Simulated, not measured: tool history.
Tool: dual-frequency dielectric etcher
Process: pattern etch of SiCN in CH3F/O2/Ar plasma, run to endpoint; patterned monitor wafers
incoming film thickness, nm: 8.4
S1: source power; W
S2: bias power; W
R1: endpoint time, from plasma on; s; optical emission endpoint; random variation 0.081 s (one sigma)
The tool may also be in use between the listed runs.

{"run": 1, "hour": 0.0, "S1": 450, "S2": 102, "R1": 17.859}
{"run": 2, "hour": 7.5, "S1": 450, "S2": 96, "R1": 18.352}
{"run": 3, "hour": 9.5, "S1": 470, "S2": 97, "R1": 17.905}
{"run": 4, "hour": 16.5, "S1": 420, "S2": 97, "R1": 18.563}
{"run": 5, "hour": 22.9, "S1": 440, "S2": 99, "R1": 18.213}
{"run": 6, "hour": 23.9, "S1": 370, "S2": 99, "R1": 19.315}
{"run": 7, "hour": 27.7, "S1": 390, "S2": 101, "R1": 18.804}
{"run": 8, "hour": 31.6, "S1": 410, "S2": 102, "R1": 18.447}
{"run": 9, "hour": 35.2, "S1": 430, "S2": 103, "R1": 18.063}
{"run": 10, "hour": 42.5, "S1": 450, "S2": 104, "R1": 17.914}
{"run": 11, "hour": 43.2, "S1": 470, "S2": 106, "R1": 17.366}
{"run": 12, "hour": 46.5, "S1": 480, "S2": 107, "R1": 17.217}
{"run": 13, "hour": 54.1, "S1": 490, "S2": 108, "R1": 17.151}

Forecast run 14:
{"run": 14, "hour": 62.7, "S1": 500, "S2": 109, "R1": "?"}

{"run 14": {"R1": 16.807}}

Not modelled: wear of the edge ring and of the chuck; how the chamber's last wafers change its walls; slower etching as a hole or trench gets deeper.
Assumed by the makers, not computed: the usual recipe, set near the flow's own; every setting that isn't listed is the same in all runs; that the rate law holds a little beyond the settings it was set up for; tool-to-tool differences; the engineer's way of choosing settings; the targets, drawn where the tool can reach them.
